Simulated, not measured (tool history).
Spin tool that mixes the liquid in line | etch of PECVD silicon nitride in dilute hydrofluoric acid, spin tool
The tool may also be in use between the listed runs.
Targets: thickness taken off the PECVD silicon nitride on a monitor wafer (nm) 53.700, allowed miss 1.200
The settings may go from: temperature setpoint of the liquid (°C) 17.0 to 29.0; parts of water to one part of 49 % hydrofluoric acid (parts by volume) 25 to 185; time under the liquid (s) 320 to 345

run,hour,temperature setpoint of the liquid (°C),parts of water to one part of 49 % hydrofluoric acid (parts by volume),time under the liquid (s),thickness taken off the PECVD silicon nitride on a monitor wafer (nm)
1,0.0,21.0,105,320,14.950
2,2.9,21.0,90,320,17.349
3,4.7,21.0,90,345,18.698
4,9.4,18.0,90,345,15.259
5,12.2,20.0,90,345,17.418
6,18.6,20.0,90,345,17.489
7,20.4,23.0,70,345,27.265
8,25.6,25.0,65,345,33.183
9,31.9,26.5,60,345,40.728
10,35.8,27.5,60,345,42.820

Which of these 4 next moves meets every target?
A,39.7,29.0,50,345,?
B,39.7,29.0,55,345,?
C,39.7,26.0,65,320,?
D,39.7,28.5,50,335,?

move,thickness taken off the PECVD silicon nitride on a monitor wafer (nm)
A,56.644
B,51.551
C,33.319
D,53.241
A: takes the result that was furthest off past its target
B: nearer than the last run, and not there yet
C: further off than the last run
D: meets every target
Move D is the one to make.
